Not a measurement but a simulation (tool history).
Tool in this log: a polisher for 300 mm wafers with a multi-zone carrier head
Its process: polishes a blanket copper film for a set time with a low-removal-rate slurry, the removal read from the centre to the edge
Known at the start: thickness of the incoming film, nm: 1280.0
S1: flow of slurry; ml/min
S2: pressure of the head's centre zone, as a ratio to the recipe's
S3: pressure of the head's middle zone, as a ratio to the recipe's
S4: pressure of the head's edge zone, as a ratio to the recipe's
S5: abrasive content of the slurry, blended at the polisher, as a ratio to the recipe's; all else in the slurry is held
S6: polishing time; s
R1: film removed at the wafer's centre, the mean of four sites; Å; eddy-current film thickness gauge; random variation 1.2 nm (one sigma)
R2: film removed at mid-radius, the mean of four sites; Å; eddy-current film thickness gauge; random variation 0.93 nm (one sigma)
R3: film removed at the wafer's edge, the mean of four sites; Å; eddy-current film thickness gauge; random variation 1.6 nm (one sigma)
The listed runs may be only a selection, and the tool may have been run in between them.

run,hour,S1,S2,S3,S4,S5,S6,R1,R2,R3
1,0,270,1,1,1,1,48,1713.5,1638.8,1623.6
2,3.7,270,0.98,1,0.97,0.9,47,1569.5,1590.1,1590.4
3,9.4,275,1,1.02,0.95,0.85,45,1514.9,1487.6,1478.7
4,15.2,275,0.96,1.02,0.95,0.85,45,1469.7,1518.7,1459.3
5,22.3,275,1.01,1.02,0.95,0.85,45,1518.8,1511.3,1426
6,28.7,310,1.01,1.02,0.95,0.85,45,1552.8,1522.6,1505.1
7,36.3,285,1,1.02,0.92,0.8,45,1507.2,1490.4,1424.6
8,37.4,270,0.99,1.01,0.9,0.75,45,1478.7,1464.4,1378.6
9,39.3,260,0.97,1,0.89,0.7,45,1395.9,1424.5,1364.7
10,47.2,250,1,1.03,0.81,0.5,43,1309.9,1300.9,1156.2
11,51.1,255,1,1.03,0.82,0.5,43,1289.8,1290.7,1142.6
12,55.1,260,1,1.03,0.84,0.5,43,1289.9,1288.6,1146.8

Estimate the outcome of run 13 from the log above:
13,56.7,260,1,1.03,0.84,0.5,43,?,?,?

R1: 1274.7 Å
R2: 1280.4 Å
R3: 1201.6 Å
